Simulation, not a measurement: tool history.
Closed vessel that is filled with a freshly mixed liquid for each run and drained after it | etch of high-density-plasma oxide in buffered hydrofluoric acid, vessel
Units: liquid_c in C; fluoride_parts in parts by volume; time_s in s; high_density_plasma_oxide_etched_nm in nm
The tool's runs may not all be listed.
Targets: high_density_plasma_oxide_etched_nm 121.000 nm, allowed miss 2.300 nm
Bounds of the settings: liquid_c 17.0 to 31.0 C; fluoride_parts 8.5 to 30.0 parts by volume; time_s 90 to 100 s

run	hour	liquid_c	fluoride_parts	time_s	high_density_plasma_oxide_etched_nm
1	0.0	23.0	23.5	90	77.073
2	8.5	24.5	23.5	90	84.231
3	16.3	24.5	23.5	90	84.026
4	17.6	24.5	23.5	90	84.026
5	20.4	25.5	23.5	90	88.755
6	28.3	26.5	23.5	90	94.283
7	34.9	26.5	23.5	90	93.907
8	35.8	30.5	23.0	90	118.100

4 next moves are on the table. One of them brings every result within its allowed miss. Which?
A	36.7	31.0	23.0	95	?
B	36.7	30.0	23.5	100	?
C	36.7	31.0	25.0	95	?
D	36.7	31.0	23.5	95	?

move	high_density_plasma_oxide_etched_nm
A	128.710
B	126.640
C	121.590
D	126.830
A: takes the result that was furthest off past its target
B: takes the result that was furthest off past its target
C: meets every target
D: takes the result that was furthest off past its target
Move C is the one to make.
